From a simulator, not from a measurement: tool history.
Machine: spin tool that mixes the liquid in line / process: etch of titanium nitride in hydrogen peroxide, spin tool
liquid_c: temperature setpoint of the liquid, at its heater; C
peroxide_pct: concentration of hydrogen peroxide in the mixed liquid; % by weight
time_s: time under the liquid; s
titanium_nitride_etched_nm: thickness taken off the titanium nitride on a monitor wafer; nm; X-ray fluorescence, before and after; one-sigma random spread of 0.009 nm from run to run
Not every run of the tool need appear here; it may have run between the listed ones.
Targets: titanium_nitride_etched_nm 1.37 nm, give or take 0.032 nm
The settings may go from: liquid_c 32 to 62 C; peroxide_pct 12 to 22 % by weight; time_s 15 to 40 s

| run | hour | liquid_c | peroxide_pct | time_s | titanium_nitride_etched_nm |
|---|---|---|---|---|---|
| 1 | 0 | 46 | 15 | 40 | 0.68412 |
| 2 | 7.4 | 51.5 | 15 | 40 | 1.0158 |
| 3 | 15.6 | 52 | 15 | 40 | 1.0579 |
| 4 | 21.5 | 52.5 | 15 | 40 | 1.0846 |
| 5 | 24.1 | 53 | 15 | 40 | 1.1277 |
| 6 | 25.3 | 53.5 | 15 | 40 | 1.1673 |
| 7 | 31.8 | 54 | 15 | 40 | 1.2145 |
| 8 | 32.7 | 55 | 15 | 40 | 1.3088 |

Next run, 4 choices. One meets every target within its allowed miss, the rest don't. Which?
| A | 33.6 | 55.5 | 19.5 | 40 | ? |
| B | 33.6 | 56.5 | 14 | 40 | ? |
| C | 33.6 | 56 | 13.5 | 40 | ? |
| D | 33.6 | 56.5 | 14.5 | 40 | ? |

| move | titanium_nitride_etched_nm |
|---|---|
| A | 1.4112 |
| B | 1.4104 |
| C | 1.3519 |
| D | 1.4208 |
A: takes the biggest miss from the last run beyond its target
B: takes the biggest miss from the last run beyond its target
C: hits every target within its allowed miss
D: takes the biggest miss from the last run beyond its target
C meets every target.
